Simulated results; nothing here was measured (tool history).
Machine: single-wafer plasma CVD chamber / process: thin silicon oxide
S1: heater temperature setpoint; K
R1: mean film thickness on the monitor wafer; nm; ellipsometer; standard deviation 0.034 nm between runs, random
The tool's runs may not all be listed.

{"run": 1, "hour": 0.0, "S1": 673.15, "chamber pressure (Torr)": 0.868, "RF power (kW)": 0.335, "deposition time (s)": 7.3, "R1": 17.713}
{"run": 2, "hour": 3.3, "S1": 673.15, "chamber pressure (Torr)": 0.868, "RF power (kW)": 0.335, "deposition time (s)": 7.53, "R1": 18.174}
{"run": 3, "hour": 6.9, "S1": 673.15, "chamber pressure (Torr)": 0.792, "RF power (kW)": 0.32, "deposition time (s)": 7.48, "R1": 16.539}
{"run": 4, "hour": 15.3, "S1": 673.15, "chamber pressure (Torr)": 0.69, "RF power (kW)": 0.32, "deposition time (s)": 7.48, "R1": 14.626}
{"run": 5, "hour": 23.7, "S1": 673.15, "chamber pressure (Torr)": 0.69, "RF power (kW)": 0.345, "deposition time (s)": 7.48, "R1": 15.081}
{"run": 6, "hour": 26.1, "S1": 673.15, "chamber pressure (Torr)": 0.69, "RF power (kW)": 0.315, "deposition time (s)": 7.48, "R1": 14.435}
{"run": 7, "hour": 34.2, "S1": 673.15, "chamber pressure (Torr)": 0.653, "RF power (kW)": 0.315, "deposition time (s)": 7.48, "R1": 13.701}
{"run": 8, "hour": 36.3, "S1": 673.15, "chamber pressure (Torr)": 0.626, "RF power (kW)": 0.315, "deposition time (s)": 7.48, "R1": 13.182}
{"run": 9, "hour": 44.9, "S1": 673.15, "chamber pressure (Torr)": 0.606, "RF power (kW)": 0.315, "deposition time (s)": 7.48, "R1": 12.761}

Run 10 has not been measured yet. What should we expect?
{"run": 10, "hour": 53.8, "S1": 673.15, "chamber pressure (Torr)": 0.606, "RF power (kW)": 0.315, "deposition time (s)": 7.48, "R1": "?"}

Run 10 yielded R1 12.742 nm.
